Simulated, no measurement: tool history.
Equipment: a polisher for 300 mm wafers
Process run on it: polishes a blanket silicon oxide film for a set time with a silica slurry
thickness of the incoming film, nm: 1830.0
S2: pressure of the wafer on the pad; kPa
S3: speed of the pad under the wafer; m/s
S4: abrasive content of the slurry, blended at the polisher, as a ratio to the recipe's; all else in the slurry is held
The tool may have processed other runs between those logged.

{"run": 1, "hour": 0.0, "flow of slurry (ml/min)": 120, "S2": 29.6, "S3": 1.26, "S4": 1, "polishing time (s)": 34, "film removed (nm)": 153.05}
{"run": 2, "hour": 8.7, "flow of slurry (ml/min)": 120, "S2": 29.6, "S3": 1.26, "S4": 1, "polishing time (s)": 34, "film removed (nm)": 152.17}
{"run": 3, "hour": 16.0, "flow of slurry (ml/min)": 105, "S2": 29.6, "S3": 1.26, "S4": 1, "polishing time (s)": 34, "film removed (nm)": 147.07}
{"run": 4, "hour": 22.4, "flow of slurry (ml/min)": 115, "S2": 31, "S3": 1.26, "S4": 1, "polishing time (s)": 34, "film removed (nm)": 154.4}
{"run": 5, "hour": 25.8, "flow of slurry (ml/min)": 90, "S2": 31, "S3": 1.26, "S4": 1, "polishing time (s)": 34, "film removed (nm)": 146.21}
{"run": 6, "hour": 27.7, "flow of slurry (ml/min)": 105, "S2": 32.4, "S3": 1.26, "S4": 1, "polishing time (s)": 34, "film removed (nm)": 158.1}
{"run": 7, "hour": 32.2, "flow of slurry (ml/min)": 115, "S2": 33.1, "S3": 1.26, "S4": 1, "polishing time (s)": 34, "film removed (nm)": 164.69}

The next listed run, before its measurement:
{"run": 8, "hour": 36.1, "flow of slurry (ml/min)": 120, "S2": 33.8, "S3": 1.26, "S4": 1, "polishing time (s)": 34, "film removed (nm)": "?"}

Run 8 measured film removed (nm) 168.15.
